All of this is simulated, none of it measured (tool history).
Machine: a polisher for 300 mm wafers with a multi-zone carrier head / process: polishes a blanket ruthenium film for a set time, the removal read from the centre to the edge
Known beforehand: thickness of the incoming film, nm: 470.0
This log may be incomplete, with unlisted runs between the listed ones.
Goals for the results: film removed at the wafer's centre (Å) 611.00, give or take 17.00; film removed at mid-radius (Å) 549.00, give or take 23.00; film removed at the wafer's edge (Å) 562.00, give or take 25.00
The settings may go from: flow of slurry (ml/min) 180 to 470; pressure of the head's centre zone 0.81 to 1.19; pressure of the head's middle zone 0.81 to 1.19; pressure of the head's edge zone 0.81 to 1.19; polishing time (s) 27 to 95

| run | hour | flow of slurry (ml/min) | pressure of the head's centre zone | pressure of the head's middle zone | pressure of the head's edge zone | polishing time (s) | film removed at the wafer's centre (Å) | film removed at mid-radius (Å) | film removed at the wafer's edge (Å) |
|---|---|---|---|---|---|---|---|---|---|
| 1 | 0.0 | 300 | 1.00 | 1.00 | 1.00 | 61 | 935.66 | 935.47 | 943.84 |
| 2 | 8.3 | 300 | 1.00 | 1.00 | 1.00 | 70 | 1095.80 | 1064.80 | 1086.70 |
| 3 | 11.4 | 300 | 1.00 | 1.00 | 0.92 | 70 | 1078.60 | 1066.10 | 1043.50 |
| 4 | 16.6 | 300 | 1.00 | 1.07 | 0.92 | 70 | 1069.70 | 1122.90 | 1052.80 |
| 5 | 19.3 | 300 | 1.00 | 1.01 | 0.92 | 70 | 1092.20 | 1068.40 | 1048.90 |
| 6 | 19.9 | 300 | 1.09 | 1.01 | 0.92 | 70 | 1163.30 | 1037.90 | 1037.00 |
| 7 | 23.9 | 290 | 1.07 | 0.97 | 0.90 | 59 | 980.70 | 880.91 | 882.15 |
| 8 | 29.5 | 290 | 1.06 | 0.94 | 0.90 | 49 | 793.31 | 691.03 | 726.05 |

Which of these 4 next moves meets every target?
| A | 35.1 | 300 | 0.97 | 1.00 | 0.89 | 40 | ? | ? | ? |
| B | 35.1 | 305 | 1.04 | 0.85 | 0.85 | 41 | ? | ? | ? |
| C | 35.1 | 325 | 1.03 | 0.93 | 0.89 | 38 | ? | ? | ? |
| D | 35.1 | 215 | 1.12 | 0.86 | 0.83 | 42 | ? | ? | ? |

| move | film removed at the wafer's centre (Å) | film removed at mid-radius (Å) | film removed at the wafer's edge (Å) |
|---|---|---|---|
| A | 596.55 | 603.77 | 595.23 |
| B | 656.51 | 541.27 | 599.54 |
| C | 607.19 | 543.91 | 569.51 |
| D | 689.06 | 534.85 | 587.32 |
A: puts the biggest miss on target and leaves a different result outside tolerance
B: moves toward the targets from the last run without getting all of them in spec
C: each result inside its tolerance
D: moves toward the targets from the last run without getting all of them in spec
Move C is the one to make.
